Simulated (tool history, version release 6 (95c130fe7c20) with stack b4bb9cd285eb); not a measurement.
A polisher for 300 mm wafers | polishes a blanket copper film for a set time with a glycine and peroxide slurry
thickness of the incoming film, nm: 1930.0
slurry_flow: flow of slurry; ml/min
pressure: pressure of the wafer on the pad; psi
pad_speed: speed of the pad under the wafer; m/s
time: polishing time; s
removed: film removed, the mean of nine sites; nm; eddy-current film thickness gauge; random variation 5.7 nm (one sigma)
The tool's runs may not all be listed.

run 1 hour=0 | slurry_flow=215 pressure=3.3 pad_speed=1.26 time=104 | removed=790.92
run 2 hour=9 | slurry_flow=215 pressure=3.1 pad_speed=1.26 time=104 | removed=765.41
run 3 hour=12 | slurry_flow=215 pressure=2.9 pad_speed=1.26 time=104 | removed=714.2
run 4 hour=13.4 | slurry_flow=215 pressure=2.9 pad_speed=1.26 time=104 | removed=722.48
run 5 hour=15.4 | slurry_flow=215 pressure=2.9 pad_speed=1.56 time=104 | removed=844.02
run 6 hour=21.7 | slurry_flow=215 pressure=3.8 pad_speed=1.56 time=104 | removed=1047.6
run 7 hour=24 | slurry_flow=205 pressure=2.8 pad_speed=1.34 time=104 | removed=718.65

Run 8 comes next. What will it give?
run 8 hour=28.4 | slurry_flow=200 pressure=2.6 pad_speed=1.34 time=104 | removed=?

removed: 673.8 nm

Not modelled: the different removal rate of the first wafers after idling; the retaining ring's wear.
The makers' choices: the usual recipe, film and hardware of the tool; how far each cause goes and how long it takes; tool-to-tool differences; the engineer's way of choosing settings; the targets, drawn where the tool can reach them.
